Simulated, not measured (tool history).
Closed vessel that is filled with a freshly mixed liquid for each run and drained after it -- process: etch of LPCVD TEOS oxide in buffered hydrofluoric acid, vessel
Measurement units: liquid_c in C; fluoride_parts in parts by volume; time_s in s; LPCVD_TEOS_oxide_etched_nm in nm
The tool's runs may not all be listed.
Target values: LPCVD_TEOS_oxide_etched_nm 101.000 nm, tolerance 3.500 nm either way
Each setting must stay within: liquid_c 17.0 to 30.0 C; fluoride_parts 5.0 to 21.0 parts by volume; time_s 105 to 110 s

| run | hour | liquid_c | fluoride_parts | time_s | LPCVD_TEOS_oxide_etched_nm |
|---|---|---|---|---|---|
| 1 | 0.0 | 22.0 | 13.0 | 105 | 154.980 |
| 2 | 6.7 | 22.0 | 10.5 | 105 | 191.950 |
| 3 | 9.5 | 25.0 | 10.5 | 105 | 226.920 |
| 4 | 13.6 | 23.5 | 11.5 | 105 | 194.560 |
| 5 | 17.1 | 23.5 | 11.5 | 105 | 193.290 |
| 6 | 23.3 | 23.5 | 11.5 | 105 | 189.530 |
| 7 | 25.4 | 23.5 | 11.5 | 105 | 192.550 |
| 8 | 29.6 | 22.5 | 12.0 | 105 | 172.580 |
| 9 | 30.5 | 21.5 | 12.5 | 105 | 155.930 |
| 10 | 34.6 | 20.5 | 13.0 | 105 | 143.220 |
| 11 | 35.9 | 20.0 | 13.5 | 105 | 132.730 |
| 12 | 44.9 | 19.5 | 13.5 | 105 | 130.720 |

4 next moves are on the table. One of them brings every result within its allowed miss. Which?
| A | 53.9 | 21.0 | 13.0 | 110 | ? |
| B | 53.9 | 18.5 | 16.5 | 105 | ? |
| C | 53.9 | 18.5 | 15.5 | 105 | ? |
| D | 53.9 | 19.5 | 19.0 | 105 | ? |

| move | LPCVD_TEOS_oxide_etched_nm |
|---|---|
| A | 157.440 |
| B | 103.310 |
| C | 109.870 |
| D | 95.101 |
A: misses by more than the last run did
B: every result lands within tolerance
C: closes in on the targets versus the last run, not all within tolerance yet
D: carries the result that was furthest off beyond its target, to the other side
Answer: B

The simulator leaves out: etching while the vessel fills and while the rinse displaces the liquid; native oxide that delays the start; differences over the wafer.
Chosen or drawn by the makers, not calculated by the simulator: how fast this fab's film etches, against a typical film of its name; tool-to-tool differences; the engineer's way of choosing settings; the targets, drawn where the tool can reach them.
